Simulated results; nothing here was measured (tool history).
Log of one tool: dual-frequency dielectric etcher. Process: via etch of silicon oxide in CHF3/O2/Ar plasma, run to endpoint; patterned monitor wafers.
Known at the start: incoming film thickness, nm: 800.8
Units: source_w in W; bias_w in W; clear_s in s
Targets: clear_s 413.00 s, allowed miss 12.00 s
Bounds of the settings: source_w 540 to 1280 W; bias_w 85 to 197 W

run  hour  source_w  bias_w  clear_s
  1   0.0       910     141   349.70
  2   4.3       970     141   342.65
  3  13.2       970     126   352.08
  4  21.6       970     139   340.67
  5  30.1       970     115   363.28
  6  38.6       880     115   381.05
  7  40.7       850     114   388.50
  8  42.2       850     114   388.89
  9  48.6       830     113   395.93

Which of these 5 next moves meets every target?
  A  55.0       870     113        ?
  B  55.0       990      98        ?
  C  55.0       850     113        ?
  D  55.0       760     110        ?
  E  55.0       740      95        ?

move  clear_s
   A   385.31
   B   378.03
   C   389.81
   D   416.25
   E   442.43
A: further off than the last run
B: further off than the last run
C: further off than the last run
D: meets every target
E: takes the result that was furthest off past its target
The right move is D.

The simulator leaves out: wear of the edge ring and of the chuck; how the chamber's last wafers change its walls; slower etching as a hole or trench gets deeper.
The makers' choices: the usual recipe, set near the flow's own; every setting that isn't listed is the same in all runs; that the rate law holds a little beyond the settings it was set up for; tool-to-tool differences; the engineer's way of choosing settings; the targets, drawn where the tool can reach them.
